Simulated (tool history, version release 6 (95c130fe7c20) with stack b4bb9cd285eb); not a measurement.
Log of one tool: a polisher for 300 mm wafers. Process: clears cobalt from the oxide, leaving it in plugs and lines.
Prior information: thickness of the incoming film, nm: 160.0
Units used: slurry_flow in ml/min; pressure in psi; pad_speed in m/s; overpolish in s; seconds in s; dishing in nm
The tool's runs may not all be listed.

{"run": 1, "hour": 0.0, "slurry_flow": 130, "pressure": 1.2, "pad_speed": 1.04, "overpolish": 17, "seconds": 49.488, "dishing": 37.858}
{"run": 2, "hour": 4.9, "slurry_flow": 130, "pressure": 1.2, "pad_speed": 1.04, "overpolish": 16, "seconds": 49.534, "dishing": 35.661}
{"run": 3, "hour": 9.0, "slurry_flow": 130, "pressure": 1.2, "pad_speed": 1.04, "overpolish": 10, "seconds": 49.443, "dishing": 26.583}
{"run": 4, "hour": 11.5, "slurry_flow": 130, "pressure": 1.2, "pad_speed": 1.26, "overpolish": 10, "seconds": 43.19, "dishing": 29.802}
{"run": 5, "hour": 15.9, "slurry_flow": 130, "pressure": 1.2, "pad_speed": 1.04, "overpolish": 10, "seconds": 49.133, "dishing": 25.553}
{"run": 6, "hour": 17.1, "slurry_flow": 130, "pressure": 1.0, "pad_speed": 1.04, "overpolish": 10, "seconds": 59.674, "dishing": 22.921}
{"run": 7, "hour": 25.0, "slurry_flow": 140, "pressure": 1.0, "pad_speed": 0.98, "overpolish": 9, "seconds": 60.516, "dishing": 19.48}
{"run": 8, "hour": 26.6, "slurry_flow": 145, "pressure": 1.0, "pad_speed": 0.98, "overpolish": 9, "seconds": 61.983, "dishing": 19.466}
{"run": 9, "hour": 32.2, "slurry_flow": 150, "pressure": 1.0, "pad_speed": 0.96, "overpolish": 9, "seconds": 62.234, "dishing": 19.504}

Forecast run 10:
{"run": 10, "hour": 33.5, "slurry_flow": 155, "pressure": 1.0, "pad_speed": 0.94, "overpolish": 9, "seconds": "?", "dishing": "?"}

seconds: 62.423 s
dishing: 19.035 nm
